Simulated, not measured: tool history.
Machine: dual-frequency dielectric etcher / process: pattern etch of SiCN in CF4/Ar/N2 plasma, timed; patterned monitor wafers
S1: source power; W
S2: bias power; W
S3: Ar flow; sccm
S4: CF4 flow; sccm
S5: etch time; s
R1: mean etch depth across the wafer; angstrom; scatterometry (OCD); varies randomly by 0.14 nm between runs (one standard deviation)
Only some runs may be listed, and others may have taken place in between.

run    day   S1  S2   S3  S4  S5      R1
  1      0  360  92  105  65  45  349.73
  2  0.062  330  91  105  65  45   318.2
  3  0.092  310  91  105  65  45  296.46
  4  0.138  340  91  105  65  45  325.35
  5  0.175  380  91  105  65  45  363.99
  6  0.488  380  91   93  65  45  372.36
  7  0.804  380  91   93  65  45  372.71

Run 8 has not been measured yet. What should we expect?
     0.962  -- CF4 flow controller replaced
  8  0.962  350  90  93  65  45   ?

{"run 8": {"R1": 345.37}}

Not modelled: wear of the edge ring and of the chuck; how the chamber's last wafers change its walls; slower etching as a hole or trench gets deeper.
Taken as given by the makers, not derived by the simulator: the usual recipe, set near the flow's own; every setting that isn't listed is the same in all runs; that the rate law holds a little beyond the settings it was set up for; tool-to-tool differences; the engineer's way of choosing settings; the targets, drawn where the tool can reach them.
